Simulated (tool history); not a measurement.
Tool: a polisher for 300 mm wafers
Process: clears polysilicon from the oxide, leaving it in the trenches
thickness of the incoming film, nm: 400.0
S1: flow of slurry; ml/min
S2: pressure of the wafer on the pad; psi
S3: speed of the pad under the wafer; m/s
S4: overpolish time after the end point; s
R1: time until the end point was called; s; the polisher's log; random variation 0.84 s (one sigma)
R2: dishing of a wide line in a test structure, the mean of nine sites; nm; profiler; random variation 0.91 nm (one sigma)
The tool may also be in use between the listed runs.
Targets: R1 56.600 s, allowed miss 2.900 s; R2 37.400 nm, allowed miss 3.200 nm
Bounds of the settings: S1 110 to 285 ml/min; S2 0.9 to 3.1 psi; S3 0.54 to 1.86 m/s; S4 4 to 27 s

Run 1, hour 0.0: S1 180 ml/min, S2 2.0 psi, S3 1.18 m/s, S4 14 s. Result: R1 38.780 s, R2 41.890 nm.
Run 2, hour 3.1: S1 180 ml/min, S2 2.0 psi, S3 1.18 m/s, S4 9 s. Result: R1 39.573 s, R2 38.454 nm.
Run 3, hour 7.6: S1 180 ml/min, S2 1.8 psi, S3 1.16 m/s, S4 9 s. Result: R1 43.531 s, R2 36.540 nm.
Run 4, hour 8.3: S1 180 ml/min, S2 1.8 psi, S3 1.16 m/s, S4 6 s. Result: R1 42.531 s, R2 31.352 nm.
At hour 13.8: head pressure recalibrated.
Run 5, hour 13.8: S1 140 ml/min, S2 1.8 psi, S3 1.16 m/s, S4 6 s. Result: R1 47.747 s, R2 30.280 nm.
Run 6, hour 22.5: S1 110 ml/min, S2 1.8 psi, S3 1.16 m/s, S4 6 s. Result: R1 48.810 s, R2 30.681 nm.
Run 7, hour 29.4: S1 110 ml/min, S2 1.7 psi, S3 1.14 m/s, S4 8 s. Result: R1 51.641 s, R2 35.427 nm.
Run 8, hour 37.6: S1 110 ml/min, S2 1.6 psi, S3 1.14 m/s, S4 8 s. Result: R1 54.940 s, R2 33.179 nm.

Which of these 4 next moves meets every target?
Run A, hour 45.8: S1 110 ml/min, S2 1.5 psi, S3 1.10 m/s, S4 8 s. Result: R1 ?, R2 ?.
Run B, hour 45.8: S1 130 ml/min, S2 1.0 psi, S3 1.52 m/s, S4 19 s. Result: R1 ?, R2 ?.
Run C, hour 45.8: S1 115 ml/min, S2 1.4 psi, S3 1.18 m/s, S4 13 s. Result: R1 ?, R2 ?.
Run D, hour 45.8: S1 150 ml/min, S2 1.6 psi, S3 1.08 m/s, S4 5 s. Result: R1 ?, R2 ?.

move      R1      R2
   A  57.619  32.590
   B  51.489  42.718
   C  55.724  39.411
   D  53.863  26.169
A: further off than the last run
B: takes the result that was furthest off past its target
C: meets every target
D: further off than the last run
Answer: C
